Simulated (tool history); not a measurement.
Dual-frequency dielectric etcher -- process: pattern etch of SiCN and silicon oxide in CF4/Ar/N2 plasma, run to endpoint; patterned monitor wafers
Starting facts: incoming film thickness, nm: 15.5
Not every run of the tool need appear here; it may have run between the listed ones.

Run 1, hour 0.0: source power (kW) 0.510, bias power (kW) 0.065, Ar flow (sccm) 114, CF4 flow (sccm) 66. Result: endpoint time (s) 16.990.
Run 2, hour 7.6: source power (kW) 0.440, bias power (kW) 0.065, Ar flow (sccm) 114, CF4 flow (sccm) 66. Result: endpoint time (s) 19.674.
Run 3, hour 13.2: source power (kW) 0.440, bias power (kW) 0.065, Ar flow (sccm) 104, CF4 flow (sccm) 66. Result: endpoint time (s) 19.501.
Run 4, hour 14.9: source power (kW) 0.440, bias power (kW) 0.065, Ar flow (sccm) 121, CF4 flow (sccm) 66. Result: endpoint time (s) 20.189.
Run 5, hour 19.8: source power (kW) 0.520, bias power (kW) 0.066, Ar flow (sccm) 121, CF4 flow (sccm) 66. Result: endpoint time (s) 16.695.
Run 6, hour 25.2: source power (kW) 0.520, bias power (kW) 0.070, Ar flow (sccm) 121, CF4 flow (sccm) 66. Result: endpoint time (s) 16.406.
Run 7, hour 31.0: source power (kW) 0.620, bias power (kW) 0.077, Ar flow (sccm) 117, CF4 flow (sccm) 67. Result: endpoint time (s) 13.120.

Expected results for the next run?
Run 8, hour 36.3: source power (kW) 0.640, bias power (kW) 0.077, Ar flow (sccm) 117, CF4 flow (sccm) 67. Result: endpoint time (s) ?.

{"run 8": {"endpoint time (s)": 12.602}}
